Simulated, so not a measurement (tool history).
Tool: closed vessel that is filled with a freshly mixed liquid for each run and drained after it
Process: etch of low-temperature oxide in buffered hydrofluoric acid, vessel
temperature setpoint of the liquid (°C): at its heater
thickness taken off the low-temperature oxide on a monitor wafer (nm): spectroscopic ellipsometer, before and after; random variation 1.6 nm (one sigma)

run,day,temperature setpoint of the liquid (°C),parts of 40 % ammonium fluoride to one part of 49 % hydrofluoric acid (parts by volume),time in the liquid (s),thickness taken off the low-temperature oxide on a monitor wafer (nm)
1,0.000,22.0,20.0,95,176.98
2,0.325,24.0,20.0,95,198.23
3,0.667,24.0,14.5,95,273.34
4,0.804,24.0,11.0,95,354.32
# day 0.879: hydrofluoric acid flow meter replaced
5,0.879,24.0,11.0,95,320.39
6,1.138,22.5,11.0,95,296.99
7,1.321,21.5,11.0,95,281.68

For run 8, what comes out?
8,1.538,18.5,11.0,95,?

{"run 8": {"thickness taken off the low-temperature oxide on a monitor wafer (nm)": 235.69}}
